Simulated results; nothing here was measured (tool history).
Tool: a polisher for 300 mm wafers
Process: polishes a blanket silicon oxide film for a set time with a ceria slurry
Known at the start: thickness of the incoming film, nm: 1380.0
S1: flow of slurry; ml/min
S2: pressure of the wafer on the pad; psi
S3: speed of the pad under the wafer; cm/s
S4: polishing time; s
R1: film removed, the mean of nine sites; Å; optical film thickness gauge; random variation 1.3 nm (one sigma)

run 1 hour=0 | S1=145 S2=3.4 S3=98 S4=38 | R1=1748
run 2 hour=3.1 | S1=145 S2=3.4 S3=74 S4=38 | R1=1314.6
run 3 hour=10.8 | S1=150 S2=3.5 S3=74 S4=38 | R1=1370.1
run 4 hour=18.6 | S1=155 S2=3.6 S3=74 S4=38 | R1=1418.2
run 5 hour=27.1 | S1=155 S2=3.6 S3=74 S4=33 | R1=1241.7
run 6 hour=30.8 | S1=155 S2=3.8 S3=74 S4=33 | R1=1293.8
run 7 hour=32.7 | S1=155 S2=4 S3=74 S4=33 | R1=1366.9
run 8 hour=39.6 | S1=155 S2=4.1 S3=74 S4=33 | R1=1388.2
run 9 hour=46.5 | S1=155 S2=4.2 S3=74 S4=33 | R1=1421.8

The next listed run, before its measurement:
run 10 hour=47 | S1=155 S2=4.3 S3=74 S4=33 | R1=?

{"run 10": {"R1": 1465.1}}
